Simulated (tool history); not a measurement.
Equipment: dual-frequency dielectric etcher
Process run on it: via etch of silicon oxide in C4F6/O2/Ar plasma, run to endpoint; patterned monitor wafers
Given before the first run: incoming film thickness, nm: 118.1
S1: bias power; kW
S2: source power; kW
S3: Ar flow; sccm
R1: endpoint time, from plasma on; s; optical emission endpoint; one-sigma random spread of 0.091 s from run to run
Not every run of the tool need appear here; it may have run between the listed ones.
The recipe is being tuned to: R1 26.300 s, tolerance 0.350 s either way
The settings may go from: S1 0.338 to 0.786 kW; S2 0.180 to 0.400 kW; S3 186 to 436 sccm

run 1 hour=0.0 | S1=0.562 S2=0.290 S3=311 | R1=28.227
run 2 hour=5.2 | S1=0.528 S2=0.290 S3=311 | R1=29.129
run 3 hour=10.0 | S1=0.528 S2=0.240 S3=311 | R1=31.049
run 4 hour=18.8 | S1=0.528 S2=0.280 S3=311 | R1=29.363
run 5 hour=19.9 | S1=0.548 S2=0.280 S3=311 | R1=28.906
run 6 hour=21.3 | S1=0.564 S2=0.280 S3=311 | R1=28.747
run 7 hour=22.1 | S1=0.582 S2=0.280 S3=311 | R1=28.495
run 8 hour=27.9 | S1=0.600 S2=0.280 S3=311 | R1=28.042
run 9 hour=36.8 | S1=0.697 S2=0.280 S3=310 | R1=26.670
run 10 hour=45.3 | S1=0.700 S2=0.280 S3=310 | R1=26.609

Exercise: of the 4 proposed moves below, exactly one satisfies all targets within the stated allowed misses. Which move is it?
run A hour=53.8 | S1=0.673 S2=0.300 S3=314 | R1=?
run B hour=53.8 | S1=0.697 S2=0.260 S3=298 | R1=?
run C hour=53.8 | S1=0.687 S2=0.270 S3=327 | R1=?
run D hour=53.8 | S1=0.733 S2=0.260 S3=314 | R1=?

move=A R1=26.388
move=B R1=27.235
move=C R1=27.370
move=D R1=26.969
A: meets every target
B: misses by more than the last run did
C: misses by more than the last run did
D: misses by more than the last run did
A is the move that brings every result within its allowed miss.

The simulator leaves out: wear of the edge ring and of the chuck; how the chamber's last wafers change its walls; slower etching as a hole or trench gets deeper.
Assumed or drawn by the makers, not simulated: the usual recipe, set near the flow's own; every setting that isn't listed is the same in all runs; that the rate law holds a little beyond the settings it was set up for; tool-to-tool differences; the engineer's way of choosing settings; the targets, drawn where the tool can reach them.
